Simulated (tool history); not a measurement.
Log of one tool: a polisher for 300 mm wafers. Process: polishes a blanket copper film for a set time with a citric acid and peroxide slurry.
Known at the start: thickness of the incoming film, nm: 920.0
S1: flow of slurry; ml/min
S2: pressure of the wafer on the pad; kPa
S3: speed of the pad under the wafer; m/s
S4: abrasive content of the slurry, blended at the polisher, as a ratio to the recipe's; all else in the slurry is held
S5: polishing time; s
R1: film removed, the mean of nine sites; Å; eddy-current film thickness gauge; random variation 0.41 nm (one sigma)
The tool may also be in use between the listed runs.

{"run": 1, "hour": 0.0, "S1": 195, "S2": 18.6, "S3": 1.12, "S4": 1.0, "S5": 31, "R1": 672.85}
{"run": 2, "hour": 7.3, "S1": 195, "S2": 18.6, "S3": 1.0, "S4": 1.0, "S5": 31, "R1": 599.9}
{"run": 3, "hour": 8.9, "S1": 195, "S2": 15.2, "S3": 1.0, "S4": 1.0, "S5": 31, "R1": 498.06}
{"run": 4, "hour": 15.8, "S1": 190, "S2": 13.8, "S3": 1.0, "S4": 1.0, "S5": 31, "R1": 447.87}
{"run": 5, "hour": 18.9, "S1": 180, "S2": 13.1, "S3": 1.0, "S4": 1.0, "S5": 31, "R1": 419.14}
{"run": 6, "hour": 23.8, "S1": 175, "S2": 13.1, "S3": 1.0, "S4": 1.0, "S5": 31, "R1": 434.75}

Forecast run 7:
{"run": 7, "hour": 30.2, "S1": 175, "S2": 11.7, "S3": 1.0, "S4": 1.0, "S5": 31, "R1": "?"}

Run 7 gave R1 382.21 Å.
